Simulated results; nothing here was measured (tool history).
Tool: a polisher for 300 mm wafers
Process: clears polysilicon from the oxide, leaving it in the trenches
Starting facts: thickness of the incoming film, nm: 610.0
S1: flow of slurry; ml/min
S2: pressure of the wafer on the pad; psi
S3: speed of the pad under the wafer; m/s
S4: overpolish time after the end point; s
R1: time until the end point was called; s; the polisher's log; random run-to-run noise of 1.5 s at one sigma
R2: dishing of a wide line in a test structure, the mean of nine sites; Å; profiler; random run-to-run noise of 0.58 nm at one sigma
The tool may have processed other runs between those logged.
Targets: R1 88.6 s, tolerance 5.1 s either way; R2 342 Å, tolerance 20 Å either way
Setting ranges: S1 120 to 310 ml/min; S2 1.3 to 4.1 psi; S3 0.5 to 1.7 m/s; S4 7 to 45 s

run 1 hour=0 | S1=200 S2=2.7 S3=1.1 S4=23 | R1=42.38 R2=342.53
run 2 hour=4.1 | S1=200 S2=2.6 S3=1.08 S4=23 | R1=43.847 R2=338.85
run 3 hour=5 | S1=200 S2=2.6 S3=1.08 S4=33 | R1=43.974 R2=336.15
run 4 hour=9.3 | S1=200 S2=3.1 S3=1.08 S4=33 | R1=39.871 R2=345.77
run 5 hour=11 | S1=200 S2=3.1 S3=1.08 S4=26 | R1=41.085 R2=343.43
run 6 hour=15.6 | S1=200 S2=3.1 S3=1.08 S4=20 | R1=40.11 R2=345.84
run 7 hour=22.8 | S1=195 S2=3 S3=1.02 S4=19 | R1=42.514 R2=338.79
run 8 hour=28.9 | S1=210 S2=2.8 S3=0.96 S4=21 | R1=47.36 R2=348.47
run 9 hour=30.6 | S1=155 S2=2.1 S3=0.84 S4=10 | R1=66.928 R2=324.18
run 10 hour=34.9 | S1=165 S2=2 S3=0.82 S4=11 | R1=68.649 R2=323.08
run 11 hour=43 | S1=180 S2=2 S3=0.78 S4=12 | R1=71.87 R2=318.27
run 12 hour=52 | S1=175 S2=2 S3=0.76 S4=14 | R1=70.624 R2=334.52
run 13 hour=53.7 | S1=175 S2=1.9 S3=0.74 S4=14 | R1=78.129 R2=325.71
run 14 hour=61.2 | S1=175 S2=1.9 S3=0.72 S4=16 | R1=80.008 R2=329.51
run 15 hour=68.6 | S1=175 S2=1.9 S3=0.72 S4=17 | R1=77.854 R2=348.69

5 next moves are on the table. One of them brings every result within its allowed miss. Which?
run A hour=76 | S1=155 S2=2 S3=0.76 S4=20 | R1=? R2=?
run B hour=76 | S1=190 S2=1.9 S3=0.74 S4=16 | R1=? R2=?
run C hour=76 | S1=180 S2=2.5 S3=0.6 S4=32 | R1=? R2=?
run D hour=76 | S1=230 S2=2.1 S3=0.66 S4=22 | R1=? R2=?
run E hour=76 | S1=120 S2=3.1 S3=0.52 S4=27 | R1=? R2=?

move=A R1=74.769 R2=345.25
move=B R1=76.023 R2=340.14
move=C R1=80.552 R2=347.84
move=D R1=78.325 R2=345.87
move=E R1=88.131 R2=346.69
A: moves away from the targets compared with the last run
B: moves away from the targets compared with the last run
C: nearer than the last run, and not there yet
D: roughly where the last run was
E: every result lands within tolerance
Correct choice: E, which meets every target
